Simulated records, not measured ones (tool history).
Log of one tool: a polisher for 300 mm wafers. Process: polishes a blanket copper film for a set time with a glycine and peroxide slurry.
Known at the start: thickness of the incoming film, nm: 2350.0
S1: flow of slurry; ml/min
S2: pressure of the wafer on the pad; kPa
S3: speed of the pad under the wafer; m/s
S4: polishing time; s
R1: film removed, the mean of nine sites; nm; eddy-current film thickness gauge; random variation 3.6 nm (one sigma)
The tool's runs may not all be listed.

run  hour   S1    S2    S3   S4      R1
  1   0.0  245  12.4  1.02  104  449.61
  2   4.3  245  12.4  1.02  109  471.20
  3  12.8  245  14.5  1.02  109  523.26
  4  17.0  245  14.5  0.80  109  432.46
  5  25.5  250  15.2  0.80  109  448.01
  6  29.6  225  15.2  0.80  109  436.41

Run 7 comes next. What will it give?
  7  35.7  250  15.9  0.80  109   ?

R1: 461.00 nm

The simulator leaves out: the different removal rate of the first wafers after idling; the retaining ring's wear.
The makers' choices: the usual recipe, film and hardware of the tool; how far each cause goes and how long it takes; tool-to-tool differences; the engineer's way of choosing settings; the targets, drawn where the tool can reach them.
